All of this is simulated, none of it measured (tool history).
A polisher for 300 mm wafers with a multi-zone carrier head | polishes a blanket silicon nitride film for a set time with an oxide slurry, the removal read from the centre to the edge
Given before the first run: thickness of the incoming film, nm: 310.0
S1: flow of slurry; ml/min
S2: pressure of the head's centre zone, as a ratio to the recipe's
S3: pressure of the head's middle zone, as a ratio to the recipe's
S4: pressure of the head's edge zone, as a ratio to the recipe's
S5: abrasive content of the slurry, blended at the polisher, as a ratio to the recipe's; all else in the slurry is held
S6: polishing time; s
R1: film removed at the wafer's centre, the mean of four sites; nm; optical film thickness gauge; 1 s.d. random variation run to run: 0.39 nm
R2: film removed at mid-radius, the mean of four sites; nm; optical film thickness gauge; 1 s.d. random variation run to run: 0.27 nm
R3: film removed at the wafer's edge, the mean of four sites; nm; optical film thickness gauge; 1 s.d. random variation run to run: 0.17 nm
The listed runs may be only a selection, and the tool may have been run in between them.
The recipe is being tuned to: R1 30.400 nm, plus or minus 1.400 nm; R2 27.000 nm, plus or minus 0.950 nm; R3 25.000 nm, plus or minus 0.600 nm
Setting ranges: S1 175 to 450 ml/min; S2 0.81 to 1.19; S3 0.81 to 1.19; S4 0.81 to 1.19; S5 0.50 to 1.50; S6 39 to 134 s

run,day,S1,S2,S3,S4,S5,S6,R1,R2,R3
1,0.000,290,1.00,1.00,1.00,1.00,86,49.822,54.819,54.250
2,0.279,290,1.00,1.06,1.00,1.00,86,47.949,57.757,54.055
3,0.650,265,1.00,1.06,1.00,1.00,86,48.931,56.478,53.461
4,0.792,240,1.04,1.05,0.95,0.85,75,40.544,45.048,42.641
5,0.929,225,1.09,1.04,0.91,0.75,67,36.755,39.091,35.087
6,1.042,225,1.09,1.04,0.91,0.85,67,38.232,40.511,37.199
7,1.312,230,1.12,1.01,0.89,0.75,62,35.834,34.138,32.481
8,1.358,235,1.15,1.03,0.81,0.50,53,26.302,26.173,22.612
9,1.500,250,1.16,1.02,0.82,0.50,53,26.333,25.712,22.639
10,1.675,240,1.17,1.01,0.82,0.55,53,27.703,26.485,23.689
11,1.825,240,1.18,1.00,0.82,0.60,53,29.131,27.515,24.609
12,2.058,240,1.18,0.99,0.82,0.60,53,29.205,26.862,24.716
# day 2.321: centre zone pressure recalibrated
13,2.321,240,1.19,0.98,0.81,0.60,53,32.394,27.009,24.572
14,2.638,240,1.18,0.98,0.82,0.60,53,31.802,26.500,24.670
15,2.979,240,1.17,0.98,0.82,0.60,53,32.231,26.260,24.531

Exercise: of the 5 proposed moves below, exactly one satisfies all targets within the stated allowed misses. Which move is it?
A,3.321,245,1.19,1.00,0.84,0.50,54,?,?,?
B,3.321,175,1.16,0.91,0.82,0.60,58,?,?,?
C,3.321,205,1.12,1.01,0.81,0.50,57,?,?,?
D,3.321,195,1.16,1.01,0.88,0.50,57,?,?,?
E,3.321,245,1.12,0.97,1.03,0.80,45,?,?,?

move,R1,R2,R3
A,30.713,25.190,23.643
B,33.090,25.956,26.290
C,29.840,26.283,24.192
D,30.697,26.114,24.987
E,29.088,24.744,26.184
A: gets the furthest-off result to its target, but another result is out of tolerance
B: its largest miss is bigger than the last run's
C: gets the furthest-off result to its target, but another result is out of tolerance
D: every result within its allowed miss
E: gets the furthest-off result to its target, but another result is out of tolerance
D is the move that brings every result within its allowed miss.
